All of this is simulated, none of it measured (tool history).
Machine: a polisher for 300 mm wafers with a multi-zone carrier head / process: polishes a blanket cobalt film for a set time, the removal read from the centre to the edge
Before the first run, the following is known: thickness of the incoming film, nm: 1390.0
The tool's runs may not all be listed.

| run | day | flow of slurry (ml/min) | pressure of the head's centre zone | pressure of the head's middle zone | pressure of the head's edge zone | polishing time (s) | film removed at the wafer's centre (nm) | film removed at mid-radius (nm) | film removed at the wafer's edge (nm) |
|---|---|---|---|---|---|---|---|---|---|
| 1 | 0.000 | 190 | 1.00 | 1.00 | 1.00 | 72 | 543.83 | 509.70 | 508.26 |
| 2 | 0.333 | 190 | 1.00 | 1.08 | 1.00 | 72 | 541.78 | 541.55 | 520.99 |
| 3 | 0.688 | 190 | 0.92 | 1.08 | 1.00 | 72 | 503.47 | 533.07 | 516.51 |
| 4 | 0.750 | 190 | 0.96 | 1.08 | 1.00 | 72 | 523.41 | 537.17 | 511.41 |
|  | 0.904 | centre zone pressure recalibrated |
| 5 | 0.904 | 185 | 0.94 | 1.07 | 1.00 | 71 | 466.30 | 517.14 | 508.86 |
| 6 | 1.050 | 185 | 1.01 | 1.07 | 1.00 | 71 | 495.02 | 524.54 | 507.90 |

Run 7 has not been measured yet. What should we expect?
| 7 | 1.121 | 180 | 1.01 | 1.06 | 0.99 | 70 | ? | ? | ? |

{"run 7": {"film removed at the wafer's centre (nm)": 481.94, "film removed at mid-radius (nm)": 508.65, "film removed at the wafer's edge (nm)": 492.95}}

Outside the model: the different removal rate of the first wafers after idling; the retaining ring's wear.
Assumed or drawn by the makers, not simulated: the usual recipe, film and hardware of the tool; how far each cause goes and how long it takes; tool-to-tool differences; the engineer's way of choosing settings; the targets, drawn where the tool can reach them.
